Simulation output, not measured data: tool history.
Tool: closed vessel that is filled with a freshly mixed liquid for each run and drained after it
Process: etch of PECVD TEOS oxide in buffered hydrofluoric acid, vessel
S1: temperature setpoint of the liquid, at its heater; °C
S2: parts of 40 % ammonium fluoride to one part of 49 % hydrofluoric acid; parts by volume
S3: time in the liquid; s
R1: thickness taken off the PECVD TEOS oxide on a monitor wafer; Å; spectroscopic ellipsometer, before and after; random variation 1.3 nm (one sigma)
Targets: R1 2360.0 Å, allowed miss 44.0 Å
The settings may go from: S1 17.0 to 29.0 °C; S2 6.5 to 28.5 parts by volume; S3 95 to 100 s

run 1 hour=0.0 | S1=21.0 S2=17.5 S3=95 | R1=1529.6
run 2 hour=6.9 | S1=18.5 S2=17.5 S3=95 | R1=1328.8
run 3 hour=11.0 | S1=18.5 S2=19.5 S3=95 | R1=1185.8
run 4 hour=13.6 | S1=20.5 S2=19.0 S3=95 | R1=1363.7
run 5 hour=19.7 | S1=22.0 S2=18.5 S3=95 | R1=1516.6
run 6 hour=28.4 | S1=23.0 S2=18.5 S3=95 | R1=1628.5
run 7 hour=33.5 | S1=24.0 S2=18.5 S3=95 | R1=1689.8
run 8 hour=41.6 | S1=25.0 S2=18.5 S3=95 | R1=1789.2
run 9 hour=50.7 | S1=25.5 S2=18.5 S3=95 | R1=1852.6
-- hour=57.4 hydrofluoric acid flow meter replaced
run 10 hour=57.4 | S1=26.0 S2=18.5 S3=95 | R1=1720.2
run 11 hour=59.6 | S1=26.5 S2=18.0 S3=95 | R1=1770.9
run 12 hour=65.2 | S1=27.0 S2=16.5 S3=95 | R1=2000.6

Which of these 4 next moves meets every target?
run A hour=70.8 | S1=26.5 S2=15.0 S3=100 | R1=?
run B hour=70.8 | S1=27.5 S2=16.0 S3=100 | R1=?
run C hour=70.8 | S1=29.0 S2=17.0 S3=100 | R1=?
run D hour=70.8 | S1=28.0 S2=15.5 S3=100 | R1=?

move=A R1=2268.7
move=B R1=2246.6
move=C R1=2292.6
move=D R1=2380.4
A: nearer than the last run, and not there yet
B: nearer than the last run, and not there yet
C: nearer than the last run, and not there yet
D: meets every target
Move D is the one to make.
